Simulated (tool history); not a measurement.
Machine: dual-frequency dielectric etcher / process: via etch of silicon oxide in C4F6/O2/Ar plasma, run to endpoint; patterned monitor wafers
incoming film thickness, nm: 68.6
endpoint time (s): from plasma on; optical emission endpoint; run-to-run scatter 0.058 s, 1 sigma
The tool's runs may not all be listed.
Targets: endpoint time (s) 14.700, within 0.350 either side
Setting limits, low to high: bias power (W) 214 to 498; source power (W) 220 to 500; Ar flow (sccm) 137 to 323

Run 1, day 0.000: bias power (W) 356, source power (W) 360, Ar flow (sccm) 230. Result: endpoint time (s) 17.268.
Run 2, day 0.254: bias power (W) 384, source power (W) 370, Ar flow (sccm) 228. Result: endpoint time (s) 16.664.
Run 3, day 0.629: bias power (W) 433, source power (W) 370, Ar flow (sccm) 228. Result: endpoint time (s) 15.904.
Run 4, day 0.796: bias power (W) 433, source power (W) 370, Ar flow (sccm) 251. Result: endpoint time (s) 16.187.
Run 5, day 0.896: bias power (W) 433, source power (W) 410, Ar flow (sccm) 251. Result: endpoint time (s) 15.628.
Run 6, day 1.254: bias power (W) 433, source power (W) 410, Ar flow (sccm) 281. Result: endpoint time (s) 15.797.
Run 7, day 1.500: bias power (W) 446, source power (W) 420, Ar flow (sccm) 280. Result: endpoint time (s) 15.447.
Run 8, day 1.862: bias power (W) 456, source power (W) 420, Ar flow (sccm) 279. Result: endpoint time (s) 15.227.
Run 9, day 2.171: bias power (W) 463, source power (W) 420, Ar flow (sccm) 279. Result: endpoint time (s) 15.196.
Run 10, day 2.333: bias power (W) 463, source power (W) 420, Ar flow (sccm) 279. Result: endpoint time (s) 15.280.

Which one of the following 5 next-run settings gets every result inside its allowed miss? There is exactly one.
Run A, day 2.496: bias power (W) 498, source power (W) 370, Ar flow (sccm) 293. Result: endpoint time (s) ?.
Run B, day 2.496: bias power (W) 446, source power (W) 420, Ar flow (sccm) 293. Result: endpoint time (s) ?.
Run C, day 2.496: bias power (W) 353, source power (W) 470, Ar flow (sccm) 250. Result: endpoint time (s) ?.
Run D, day 2.496: bias power (W) 442, source power (W) 490, Ar flow (sccm) 296. Result: endpoint time (s) ?.
Run E, day 2.496: bias power (W) 456, source power (W) 370, Ar flow (sccm) 261. Result: endpoint time (s) ?.

move  endpoint time (s)
   A             15.609
   B             15.525
   C             15.893
   D             14.723
   E             15.904
A: misses by more than the last run did
B: misses by more than the last run did
C: misses by more than the last run did
D: in spec on every target
E: misses by more than the last run did
So the answer is move D, the one that meets all the targets.
